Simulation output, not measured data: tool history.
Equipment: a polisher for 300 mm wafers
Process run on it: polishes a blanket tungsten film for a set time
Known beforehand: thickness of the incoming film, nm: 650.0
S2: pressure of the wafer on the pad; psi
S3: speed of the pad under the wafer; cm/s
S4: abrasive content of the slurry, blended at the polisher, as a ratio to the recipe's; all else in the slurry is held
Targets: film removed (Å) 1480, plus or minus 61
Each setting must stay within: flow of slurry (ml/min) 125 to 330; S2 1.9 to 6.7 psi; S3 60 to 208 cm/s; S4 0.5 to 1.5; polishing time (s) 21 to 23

run 1 hour=0 | flow_of_slurry_(ml/min)=210 S2=4.3 S3=134 S4=1 polishing_time_(s)=23 | film_removed_(Å)=1779.6
run 2 hour=9 | flow_of_slurry_(ml/min)=210 S2=4.2 S3=134 S4=1 polishing_time_(s)=23 | film_removed_(Å)=1682.4
run 3 hour=11.9 | flow_of_slurry_(ml/min)=210 S2=4.1 S3=134 S4=1 polishing_time_(s)=23 | film_removed_(Å)=1663.9
run 4 hour=18.3 | flow_of_slurry_(ml/min)=210 S2=4 S3=134 S4=1 polishing_time_(s)=23 | film_removed_(Å)=1618.2
run 5 hour=21.1 | flow_of_slurry_(ml/min)=210 S2=3.8 S3=134 S4=1 polishing_time_(s)=23 | film_removed_(Å)=1552.1
run 6 hour=28.6 | flow_of_slurry_(ml/min)=210 S2=4.5 S3=134 S4=1 polishing_time_(s)=23 | film_removed_(Å)=1820.3
run 7 hour=29.6 | flow_of_slurry_(ml/min)=210 S2=4.4 S3=134 S4=1 polishing_time_(s)=23 | film_removed_(Å)=1784.1
run 8 hour=35.2 | flow_of_slurry_(ml/min)=210 S2=4.3 S3=134 S4=1 polishing_time_(s)=23 | film_removed_(Å)=1742.7
run 9 hour=38.8 | flow_of_slurry_(ml/min)=205 S2=3.5 S3=132 S4=1 polishing_time_(s)=23 | film_removed_(Å)=1397.2
run 10 hour=42.3 | flow_of_slurry_(ml/min)=205 S2=3.5 S3=132 S4=1 polishing_time_(s)=23 | film_removed_(Å)=1394

Exercise: of the 4 proposed moves below, exactly one satisfies all targets within the stated allowed misses. Which move is it?
run A hour=45.8 | flow_of_slurry_(ml/min)=175 S2=4.3 S3=112 S4=0.8 polishing_time_(s)=23 | film_removed_(Å)=?
run B hour=45.8 | flow_of_slurry_(ml/min)=160 S2=3.7 S3=144 S4=0.85 polishing_time_(s)=23 | film_removed_(Å)=?
run C hour=45.8 | flow_of_slurry_(ml/min)=220 S2=4.6 S3=128 S4=0.95 polishing_time_(s)=21 | film_removed_(Å)=?
run D hour=45.8 | flow_of_slurry_(ml/min)=220 S2=4.9 S3=106 S4=0.95 polishing_time_(s)=23 | film_removed_(Å)=?

move=A film_removed_(Å)=1342.9
move=B film_removed_(Å)=1481.6
move=C film_removed_(Å)=1615.8
move=D film_removed_(Å)=1568.5
A: further off than the last run
B: hits every target within its allowed miss
C: carries the result that was furthest off beyond its target, to the other side
D: carries the result that was furthest off beyond its target, to the other side
The right move is B.
